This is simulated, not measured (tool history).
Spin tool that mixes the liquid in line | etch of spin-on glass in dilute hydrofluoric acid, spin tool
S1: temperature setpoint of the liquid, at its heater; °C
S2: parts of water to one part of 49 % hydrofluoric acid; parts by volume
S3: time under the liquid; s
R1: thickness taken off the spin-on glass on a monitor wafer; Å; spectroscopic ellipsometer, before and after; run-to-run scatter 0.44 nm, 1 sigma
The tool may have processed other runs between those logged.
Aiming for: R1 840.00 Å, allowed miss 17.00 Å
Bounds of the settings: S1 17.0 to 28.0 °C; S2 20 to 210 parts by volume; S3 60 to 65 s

run 1 hour=0.0 | S1=20.0 S2=115 S3=60 | R1=213.37
run 2 hour=2.3 | S1=22.5 S2=115 S3=60 | R1=234.60
run 3 hour=9.2 | S1=23.0 S2=100 S3=60 | R1=282.14
run 4 hour=10.7 | S1=23.5 S2=90 S3=60 | R1=326.28
run 5 hour=18.7 | S1=23.5 S2=65 S3=60 | R1=467.72
run 6 hour=25.9 | S1=24.0 S2=60 S3=60 | R1=514.27
run 7 hour=29.9 | S1=28.0 S2=25 S3=60 | R1=1530.50
run 8 hour=37.6 | S1=27.5 S2=25 S3=60 | R1=1487.60
run 9 hour=46.3 | S1=27.0 S2=25 S3=60 | R1=1473.20
run 10 hour=49.3 | S1=27.0 S2=25 S3=60 | R1=1464.00
run 11 hour=56.1 | S1=26.5 S2=25 S3=60 | R1=1435.10
run 12 hour=62.0 | S1=25.5 S2=25 S3=60 | R1=1388.30
run 13 hour=65.3 | S1=24.5 S2=25 S3=60 | R1=1312.70
run 14 hour=70.4 | S1=23.5 S2=25 S3=60 | R1=1266.70
run 15 hour=72.1 | S1=22.5 S2=25 S3=60 | R1=1209.30
run 16 hour=74.5 | S1=22.0 S2=25 S3=60 | R1=1196.70
run 17 hour=82.5 | S1=21.5 S2=25 S3=60 | R1=1162.50
run 18 hour=87.4 | S1=21.5 S2=25 S3=60 | R1=1173.50
run 19 hour=91.4 | S1=21.0 S2=25 S3=60 | R1=1137.60
run 20 hour=96.7 | S1=17.0 S2=40 S3=60 | R1=587.17
run 21 hour=102.8 | S1=17.5 S2=40 S3=60 | R1=601.52
run 22 hour=103.7 | S1=18.0 S2=40 S3=60 | R1=620.58
run 23 hour=108.3 | S1=18.5 S2=40 S3=60 | R1=630.80
run 24 hour=110.7 | S1=19.0 S2=40 S3=60 | R1=637.78
run 25 hour=114.5 | S1=19.0 S2=40 S3=60 | R1=643.28
run 26 hour=119.0 | S1=23.0 S2=40 S3=60 | R1=763.89
run 27 hour=123.5 | S1=24.0 S2=40 S3=60 | R1=800.73
run 28 hour=130.8 | S1=24.5 S2=40 S3=60 | R1=808.24

Next run, 5 choices. One meets every target within its allowed miss, the rest don't. Which?
run A hour=138.1 | S1=23.0 S2=35 S3=60 | R1=?
run B hour=138.1 | S1=23.5 S2=40 S3=65 | R1=?
run C hour=138.1 | S1=27.0 S2=45 S3=60 | R1=?
run D hour=138.1 | S1=21.0 S2=35 S3=60 | R1=?
run E hour=138.1 | S1=25.0 S2=45 S3=65 | R1=?

move=A R1=874.77
move=B R1=841.18
move=C R1=791.24
move=D R1=803.82
move=E R1=790.19
A: moves the result that the last run missed by most past its target, out the other side
B: in spec on every target
C: further off than the last run
D: further off than the last run
E: further off than the last run
Answer: B
